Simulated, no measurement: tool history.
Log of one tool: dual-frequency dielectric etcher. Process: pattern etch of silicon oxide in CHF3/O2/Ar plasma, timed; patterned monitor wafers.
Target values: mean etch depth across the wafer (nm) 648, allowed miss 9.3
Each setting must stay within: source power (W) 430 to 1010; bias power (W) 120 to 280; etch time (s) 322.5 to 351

| run | day | source power (W) | bias power (W) | etch time (s) | mean etch depth across the wafer (nm) |
|---|---|---|---|---|---|
| 1 | 0 | 720 | 200 | 351 | 757.12 |
| 2 | 0.15 | 800 | 200 | 351 | 795.19 |
| 3 | 0.462 | 690 | 197 | 351 | 740.46 |
| 4 | 0.662 | 600 | 197 | 351 | 687.46 |
|  | 0.75 | bias power generator calibrated |
| 5 | 0.75 | 600 | 183 | 351 | 661.85 |
| 6 | 0.946 | 600 | 201 | 351 | 686.46 |
| 7 | 1.158 | 580 | 201 | 351 | 676.14 |
| 8 | 1.188 | 560 | 201 | 351 | 657.8 |

Of the 5 settings listed for the next run, only one would bring every result within its allowed miss of target. Which one?
| A | 1.217 | 570 | 217 | 343.5 | ? |
| B | 1.217 | 650 | 220 | 330.5 | ? |
| C | 1.217 | 620 | 186 | 348 | ? |
| D | 1.217 | 580 | 187 | 346.5 | ? |
| E | 1.217 | 530 | 234 | 345.5 | ? |

| move | mean etch depth across the wafer (nm) |
|---|---|
| A | 668.62 |
| B | 691.98 |
| C | 671.09 |
| D | 646.35 |
| E | 664.34 |
A: lands further from the targets than the last run did
B: lands further from the targets than the last run did
C: lands further from the targets than the last run did
D: all results in spec
E: lands further from the targets than the last run did
D meets every target.

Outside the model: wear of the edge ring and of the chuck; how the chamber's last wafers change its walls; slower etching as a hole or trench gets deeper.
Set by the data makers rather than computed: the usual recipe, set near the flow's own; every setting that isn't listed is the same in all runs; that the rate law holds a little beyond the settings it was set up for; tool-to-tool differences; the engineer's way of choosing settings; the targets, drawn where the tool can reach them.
